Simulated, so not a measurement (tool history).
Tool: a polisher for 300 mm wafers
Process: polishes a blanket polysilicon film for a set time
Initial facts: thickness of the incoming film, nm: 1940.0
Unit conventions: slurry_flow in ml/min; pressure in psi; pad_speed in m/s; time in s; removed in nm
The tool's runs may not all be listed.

{"run": 1, "hour": 0.0, "slurry_flow": 260, "pressure": 2.9, "pad_speed": 0.78, "time": 34, "removed": 177.79}
{"run": 2, "hour": 0.6, "slurry_flow": 260, "pressure": 3.1, "pad_speed": 0.78, "time": 34, "removed": 193.98}
{"run": 3, "hour": 7.2, "slurry_flow": 260, "pressure": 3.1, "pad_speed": 0.88, "time": 34, "removed": 210.61}
{"run": 4, "hour": 14.4, "slurry_flow": 260, "pressure": 2.5, "pad_speed": 0.88, "time": 34, "removed": 171.25}
{"run": 5, "hour": 15.8, "slurry_flow": 290, "pressure": 2.5, "pad_speed": 0.88, "time": 34, "removed": 174.14}
{"run": 6, "hour": 24.0, "slurry_flow": 345, "pressure": 2.5, "pad_speed": 0.88, "time": 34, "removed": 174.01}
{"run": 7, "hour": 27.5, "slurry_flow": 345, "pressure": 2.7, "pad_speed": 0.88, "time": 34, "removed": 189.1}
{"run": 8, "hour": 35.8, "slurry_flow": 345, "pressure": 2.8, "pad_speed": 0.88, "time": 34, "removed": 192.74}

Predict the results of run 9:
{"run": 9, "hour": 43.1, "slurry_flow": 345, "pressure": 3.4, "pad_speed": 0.88, "time": 34, "removed": "?"}

Run 9 came out at removed 237.39 nm.
